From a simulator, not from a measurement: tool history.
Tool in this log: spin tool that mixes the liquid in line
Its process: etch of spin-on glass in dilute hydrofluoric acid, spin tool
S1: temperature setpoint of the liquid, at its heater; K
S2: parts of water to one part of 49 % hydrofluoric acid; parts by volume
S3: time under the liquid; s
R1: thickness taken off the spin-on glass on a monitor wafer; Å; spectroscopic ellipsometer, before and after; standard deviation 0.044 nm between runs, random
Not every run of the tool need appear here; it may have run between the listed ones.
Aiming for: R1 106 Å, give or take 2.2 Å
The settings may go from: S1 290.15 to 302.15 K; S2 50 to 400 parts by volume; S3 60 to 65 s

run  hour      S1   S2  S3      R1
  1     0  294.15  225  60  71.885
  2   3.4  297.15  225  60  80.797
  3     5  298.65  220  60  87.351
  4  10.6  298.65  220  65  95.486
  5  13.2  298.65  270  65  73.838
  6  20.5  298.65  305  65  62.553
  7    24  298.65  305  65  62.627
  8  28.3  299.65  275  65  74.777
  9  34.5  300.65  255  65  84.723
 10  41.5  301.15  240  65  93.745
 11  42.2  301.65  235  65  98.047
 12  51.1  301.65  230  65  100.12
 13  59.5  301.65  230  65   99.65
 14  62.8  301.65  225  65  102.44

Pick the move, out of 5, that brings all results within their allowed miss; only one does.
  A  66.1  301.65  220  65   ?
  B  66.1  301.15  225  65   ?
  C  66.1  302.15  240  65   ?
  D  66.1  299.65  215  65   ?
  E  66.1  298.65  195  60   ?

move      R1
   A  105.68
   B  100.96
   C  96.429
   D  101.21
   E  101.44
A: all results in spec
B: moves away from the targets compared with the last run
C: moves away from the targets compared with the last run
D: moves away from the targets compared with the last run
E: moves away from the targets compared with the last run
Go with A: it meets all targets.
